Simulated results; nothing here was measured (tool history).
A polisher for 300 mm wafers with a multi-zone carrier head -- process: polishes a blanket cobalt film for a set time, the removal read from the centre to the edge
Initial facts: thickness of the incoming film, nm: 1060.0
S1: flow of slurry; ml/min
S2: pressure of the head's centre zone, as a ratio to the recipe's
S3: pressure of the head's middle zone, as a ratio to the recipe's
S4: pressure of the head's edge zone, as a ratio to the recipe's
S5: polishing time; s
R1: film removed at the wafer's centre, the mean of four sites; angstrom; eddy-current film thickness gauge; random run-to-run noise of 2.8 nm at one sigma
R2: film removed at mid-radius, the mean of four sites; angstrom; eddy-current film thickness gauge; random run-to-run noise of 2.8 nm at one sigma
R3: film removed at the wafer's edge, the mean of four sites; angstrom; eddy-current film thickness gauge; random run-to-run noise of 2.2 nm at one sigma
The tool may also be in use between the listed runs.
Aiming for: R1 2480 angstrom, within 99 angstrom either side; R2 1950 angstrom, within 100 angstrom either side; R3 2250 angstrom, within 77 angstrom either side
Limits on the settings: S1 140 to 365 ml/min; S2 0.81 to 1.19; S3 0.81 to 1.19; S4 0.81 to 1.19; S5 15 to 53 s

run  hour   S1    S2    S3    S4  S5      R1      R2      R3
  1     0  235     1     1     1  34  1508.4  1453.8  1464.6
  2   2.9  240  1.04  0.98  1.04  37  1690.1  1574.4  1632.5
  3     6  245  1.08  0.95  1.06  40  1896.2  1675.6  1797.9
  4  11.7  250  1.11  0.94  1.08  42  2022.8  1778.6  1905.1
  5  17.6  255  1.13  0.91  1.09  44  2187.9  1782.8  2002.3
  6  20.6  255  1.13  0.91  1.06  44  2212.5  1834.6  1964.3
  7  22.3  260  1.15  0.91  1.08  45  2225.6  1817.8  2054.2
  8  23.4  260  1.16   0.9  1.08  46    2357  1889.5  2094.2

5 next moves are on the table. One of them brings every result within its allowed miss. Which?
  A  24.5  245  1.19  0.93  1.01  46   ?   ?   ?
  B  24.5  220  1.19  0.89  0.93  48   ?   ?   ?
  C  24.5  280  1.08  0.96  1.11  45   ?   ?   ?
  D  24.5  295  1.17  0.91  1.16  47   ?   ?   ?
  E  24.5  235  1.02  0.83  1.19  51   ?   ?   ?

move      R1      R2      R3
   A  2416.2  1891.4  1981.2
   B  2489.5  1891.9  1971.9
   C  2174.8  1918.3  2050.4
   D  2474.2  1936.4  2199.7
   E  2281.5    1929  2381.3
A: further off than the last run
B: further off than the last run
C: further off than the last run
D: meets every target
E: carries the result that was furthest off beyond its target, to the other side
Go with D: it meets all targets.
